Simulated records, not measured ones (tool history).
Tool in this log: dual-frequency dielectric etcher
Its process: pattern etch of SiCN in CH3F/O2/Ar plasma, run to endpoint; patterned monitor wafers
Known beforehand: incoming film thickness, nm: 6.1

{"run": 1, "hour": 0.0, "source power (kW)": 0.46, "bias power (kW)": 0.1, "endpoint time (s)": 13.513}
{"run": 2, "hour": 3.6, "source power (kW)": 0.38, "bias power (kW)": 0.1, "endpoint time (s)": 14.196}
{"run": 3, "hour": 7.2, "source power (kW)": 0.45, "bias power (kW)": 0.1, "endpoint time (s)": 13.618}
{"run": 4, "hour": 9.5, "source power (kW)": 0.48, "bias power (kW)": 0.101, "endpoint time (s)": 13.343}
{"run": 5, "hour": 17.3, "source power (kW)": 0.48, "bias power (kW)": 0.091, "endpoint time (s)": 13.856}
{"run": 6, "hour": 21.1, "source power (kW)": 0.52, "bias power (kW)": 0.092, "endpoint time (s)": 13.557}

Run 7 is up next; what results do you expect?
{"run": 7, "hour": 26.6, "source power (kW)": 0.55, "bias power (kW)": 0.094, "endpoint time (s)": "?"}

{"run 7": {"endpoint time (s)": 13.188}}
